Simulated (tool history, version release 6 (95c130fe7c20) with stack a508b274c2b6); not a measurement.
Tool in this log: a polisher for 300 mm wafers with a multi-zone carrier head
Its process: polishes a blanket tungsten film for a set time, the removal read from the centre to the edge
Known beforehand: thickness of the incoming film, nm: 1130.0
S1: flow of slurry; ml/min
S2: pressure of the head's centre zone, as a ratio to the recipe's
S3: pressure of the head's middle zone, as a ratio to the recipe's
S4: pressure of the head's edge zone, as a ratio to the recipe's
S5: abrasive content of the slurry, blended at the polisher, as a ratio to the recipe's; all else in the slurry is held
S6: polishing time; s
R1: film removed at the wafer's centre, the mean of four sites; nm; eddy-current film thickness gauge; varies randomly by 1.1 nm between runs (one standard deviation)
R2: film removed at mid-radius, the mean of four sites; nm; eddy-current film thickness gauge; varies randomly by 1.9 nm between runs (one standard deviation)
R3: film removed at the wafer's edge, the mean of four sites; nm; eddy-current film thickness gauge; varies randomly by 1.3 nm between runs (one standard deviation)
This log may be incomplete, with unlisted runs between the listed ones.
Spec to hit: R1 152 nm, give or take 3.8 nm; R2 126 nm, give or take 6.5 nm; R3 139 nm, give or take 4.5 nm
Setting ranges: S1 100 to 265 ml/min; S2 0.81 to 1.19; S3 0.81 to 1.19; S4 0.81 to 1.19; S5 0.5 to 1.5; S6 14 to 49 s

Run 1, hour 0: S1 170 ml/min, S2 1, S3 1, S4 1, S5 1, S6 31 s. Result: R1 113.94 nm, R2 112.44 nm, R3 118.54 nm.
Run 2, hour 5.8: S1 170 ml/min, S2 1, S3 1, S4 1, S5 0.9, S6 31 s. Result: R1 111.62 nm, R2 112.4 nm, R3 113.48 nm.
Run 3, hour 9.4: S1 185 ml/min, S2 1.04, S3 1.01, S4 1.03, S5 0.95, S6 31 s. Result: R1 119.32 nm, R2 117.56 nm, R3 119.46 nm.
Run 4, hour 13.5: S1 185 ml/min, S2 1.04, S3 1.01, S4 1.03, S5 1.1, S6 31 s. Result: R1 125.32 nm, R2 119.39 nm, R3 125.74 nm.
Run 5, hour 19: S1 185 ml/min, S2 1.04, S3 1.01, S4 0.98, S5 1.1, S6 31 s. Result: R1 124.31 nm, R2 121.34 nm, R3 120.22 nm.
At hour 26.5: edge zone pressure recalibrated.
Run 6, hour 26.5: S1 195 ml/min, S2 1.06, S3 1, S4 1.01, S5 1.1, S6 31 s. Result: R1 126.01 nm, R2 118.92 nm, R3 117.61 nm.
Run 7, hour 29.7: S1 190 ml/min, S2 1.09, S3 1.01, S4 1.04, S5 1.15, S6 31 s. Result: R1 132.42 nm, R2 122.07 nm, R3 118.78 nm.
Run 8, hour 34.9: S1 200 ml/min, S2 1.09, S3 1, S4 1.07, S5 1.25, S6 31 s. Result: R1 136.41 nm, R2 125.41 nm, R3 125.45 nm.

Exactly one of the 5 candidate moves below puts every result within its allowed miss. Which one?
Run A, hour 40.1: S1 195 ml/min, S2 1.09, S3 0.95, S4 1.1, S5 1.3, S6 32 s. Result: R1 ?, R2 ?, R3 ?.
Run B, hour 40.1: S1 185 ml/min, S2 1.03, S3 1.03, S4 1.02, S5 1.2, S6 31 s. Result: R1 ?, R2 ?, R3 ?.
Run C, hour 40.1: S1 185 ml/min, S2 0.95, S3 0.99, S4 1.03, S5 1.2, S6 32 s. Result: R1 ?, R2 ?, R3 ?.
Run D, hour 40.1: S1 165 ml/min, S2 1.1, S3 0.89, S4 1.03, S5 1.3, S6 35 s. Result: R1 ?, R2 ?, R3 ?.
Run E, hour 40.1: S1 190 ml/min, S2 0.94, S3 1.07, S4 1.16, S5 1.25, S6 30 s. Result: R1 ?, R2 ?, R3 ?.

move      R1      R2      R3
   A  141.98  124.09  132.72
   B   126.6  124.78  120.39
   C  121.47  124.61   124.9
   D  152.22  125.41  138.33
   E  114.74  126.77  125.64
A: an improvement on the last run, though not all results are within tolerance
B: the biggest miss grows against the last run
C: the biggest miss grows against the last run
D: all results in spec
E: the biggest miss grows against the last run
So the answer is move D, the one that meets all the targets.

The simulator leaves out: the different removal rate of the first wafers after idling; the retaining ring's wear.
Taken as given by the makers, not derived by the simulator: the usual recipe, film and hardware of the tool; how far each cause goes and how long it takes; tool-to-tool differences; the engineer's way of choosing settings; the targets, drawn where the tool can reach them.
